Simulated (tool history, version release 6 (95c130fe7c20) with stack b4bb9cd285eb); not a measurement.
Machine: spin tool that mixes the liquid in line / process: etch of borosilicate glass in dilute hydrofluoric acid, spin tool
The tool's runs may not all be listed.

| run | hour | temperature setpoint of the liquid (K) | parts of water to one part of 49 % hydrofluoric acid (parts by volume) | time under the liquid (s) | thickness taken off the borosilicate glass on a monitor wafer (nm) |
|---|---|---|---|---|---|
| 1 | 0 | 296.15 | 140 | 90 | 9.5362 |
| 2 | 1.1 | 296.15 | 110 | 90 | 12.542 |
| 3 | 5.5 | 295.15 | 110 | 90 | 12.001 |
| 4 | 9.7 | 295.15 | 110 | 95 | 12.659 |
| 5 | 10.6 | 294.15 | 110 | 95 | 12.175 |
| 6 | 13.7 | 294.15 | 160 | 95 | 7.9429 |
| 7 | 14.8 | 295.65 | 160 | 95 | 8.4218 |
| 8 | 22.9 | 297.15 | 160 | 95 | 8.8476 |
| 9 | 31.2 | 298.65 | 160 | 95 | 9.4477 |
| 10 | 32.7 | 299.65 | 160 | 95 | 9.8163 |
| 11 | 39.3 | 300.15 | 160 | 95 | 9.9344 |
| 12 | 45.6 | 300.65 | 160 | 95 | 10.113 |
| 13 | 48.5 | 301.15 | 160 | 95 | 10.363 |

Estimate the outcome of run 14 from the log above:
| 14 | 50.1 | 301.65 | 160 | 95 | ? |

Run 14 gave thickness taken off the borosilicate glass on a monitor wafer (nm) 10.569.

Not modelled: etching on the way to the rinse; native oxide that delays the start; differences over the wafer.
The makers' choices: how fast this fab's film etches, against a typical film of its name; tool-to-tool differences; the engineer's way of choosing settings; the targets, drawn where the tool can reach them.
